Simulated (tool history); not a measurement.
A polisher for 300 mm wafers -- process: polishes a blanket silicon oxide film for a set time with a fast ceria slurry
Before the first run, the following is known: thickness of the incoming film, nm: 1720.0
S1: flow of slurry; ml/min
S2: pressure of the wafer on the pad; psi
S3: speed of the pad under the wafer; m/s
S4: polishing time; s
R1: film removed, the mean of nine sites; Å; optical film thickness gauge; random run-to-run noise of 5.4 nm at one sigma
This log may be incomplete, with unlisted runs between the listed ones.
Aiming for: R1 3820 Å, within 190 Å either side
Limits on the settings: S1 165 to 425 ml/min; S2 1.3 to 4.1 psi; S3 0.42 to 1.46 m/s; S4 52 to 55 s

run	hour	S1	S2	S3	S4	R1
1	0	275	2.7	0.94	52	7387.4
2	5.3	275	2.7	1.06	52	8454.8
3	7.1	275	2.7	1.06	52	8363.6
4	9.6	270	2.3	0.98	52	6780.1
5	13.8	270	2	0.98	52	5902.6
6	20.2	270	2	1.16	52	6941
7	21.8	265	1.8	1.04	52	5702.6
8	29.2	260	1.6	0.98	52	4911.4
9	32.8	260	1.5	0.94	52	4297.8
10	38.3	260	1.4	0.94	52	4143.5

4 next moves are on the table. One of them brings every result within its allowed miss. Which?
A	43.8	285	1.3	1.02	53	?
B	43.8	215	1.3	0.92	53	?
C	43.8	240	1.6	0.88	53	?
D	43.8	295	1.5	0.88	52	?

move	R1
A	4327.8
B	3837.5
C	4418.4
D	4161
A: moves away from the targets compared with the last run
B: meets every target
C: moves away from the targets compared with the last run
D: moves away from the targets compared with the last run
Go with B: it meets all targets.

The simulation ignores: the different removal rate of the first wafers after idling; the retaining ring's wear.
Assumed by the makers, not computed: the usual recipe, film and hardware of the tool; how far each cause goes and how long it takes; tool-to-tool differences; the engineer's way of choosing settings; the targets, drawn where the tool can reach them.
